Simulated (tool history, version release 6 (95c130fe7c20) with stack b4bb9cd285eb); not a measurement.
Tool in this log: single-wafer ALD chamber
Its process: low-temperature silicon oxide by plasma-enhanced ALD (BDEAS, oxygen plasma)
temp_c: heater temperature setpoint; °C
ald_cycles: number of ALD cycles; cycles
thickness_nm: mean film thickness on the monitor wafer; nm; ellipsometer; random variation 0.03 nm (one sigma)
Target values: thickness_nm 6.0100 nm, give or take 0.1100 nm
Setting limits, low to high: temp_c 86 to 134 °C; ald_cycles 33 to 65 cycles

| run | hour | temp_c | ald_cycles | thickness_nm |
|---|---|---|---|---|
| 1 | 0.0 | 110 | 49 | 6.8288 |
| 2 | 8.5 | 110 | 48 | 6.6053 |
| 3 | 17.3 | 110 | 54 | 7.4991 |
| 4 | 24.6 | 111 | 53 | 7.2461 |
| 5 | 25.6 | 115 | 53 | 7.2888 |
| 6 | 30.7 | 115 | 59 | 8.0778 |
| 7 | 36.3 | 115 | 59 | 8.0795 |
| 8 | 37.1 | 116 | 57 | 7.7939 |
| 9 | 44.4 | 116 | 56 | 7.6732 |
| 10 | 47.6 | 116 | 55 | 7.5689 |
| 11 | 49.3 | 116 | 54 | 7.4510 |
| 12 | 53.1 | 116 | 53 | 7.3052 |
| 13 | 60.4 | 116 | 52 | 7.0679 |
| 14 | 62.8 | 117 | 51 | 6.9972 |
| 15 | 65.1 | 117 | 50 | 6.8465 |
| 16 | 72.3 | 121 | 43 | 5.8812 |

4 next moves are on the table. One of them brings every result within its allowed miss. Which?
| A | 79.5 | 132 | 43 | ? |
| B | 79.5 | 118 | 41 | ? |
| C | 79.5 | 123 | 42 | ? |
| D | 79.5 | 93 | 41 | ? |

| move | thickness_nm |
|---|---|
| A | 5.6777 |
| B | 5.5801 |
| C | 5.6553 |
| D | 5.9753 |
A: further off than the last run
B: further off than the last run
C: further off than the last run
D: all results in spec
So the answer is move D, the one that meets all the targets.
